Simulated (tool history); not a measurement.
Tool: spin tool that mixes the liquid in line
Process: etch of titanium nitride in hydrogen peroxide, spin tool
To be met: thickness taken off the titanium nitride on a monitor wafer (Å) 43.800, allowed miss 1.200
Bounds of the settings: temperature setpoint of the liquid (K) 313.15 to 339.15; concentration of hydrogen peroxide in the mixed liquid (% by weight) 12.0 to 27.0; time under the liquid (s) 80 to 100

run	hour	temperature setpoint of the liquid (K)	concentration of hydrogen peroxide in the mixed liquid (% by weight)	time under the liquid (s)	thickness taken off the titanium nitride on a monitor wafer (Å)
1	0.0	329.15	18.0	100	79.470
2	8.4	329.15	18.0	100	79.227
3	9.8	328.15	18.0	100	74.827
4	16.6	328.15	16.0	100	71.954
5	23.1	328.15	16.0	100	71.226
6	23.9	327.15	16.0	100	67.106
7	27.6	326.65	16.0	100	63.415
8	32.6	326.65	16.0	100	64.657
9	40.7	326.15	16.0	100	62.756
10	48.7	325.65	16.0	100	59.720
11	49.4	325.15	16.0	100	57.075
12	52.6	324.65	16.0	100	56.036
13	60.3	324.15	16.0	100	54.973

5 next moves are on the table. One of them brings every result within its allowed miss. Which?
A	68.0	325.65	16.0	100	?
B	68.0	322.15	17.5	100	?
C	68.0	324.15	12.0	80	?
D	68.0	321.15	16.0	100	?
E	68.0	323.15	16.5	100	?

move	thickness taken off the titanium nitride on a monitor wafer (Å)
A	60.570
B	47.997
C	40.982
D	43.783
E	50.964
A: further off than the last run
B: nearer than the last run, and not there yet
C: takes the result that was furthest off past its target
D: meets every target
E: nearer than the last run, and not there yet
The right move is D.
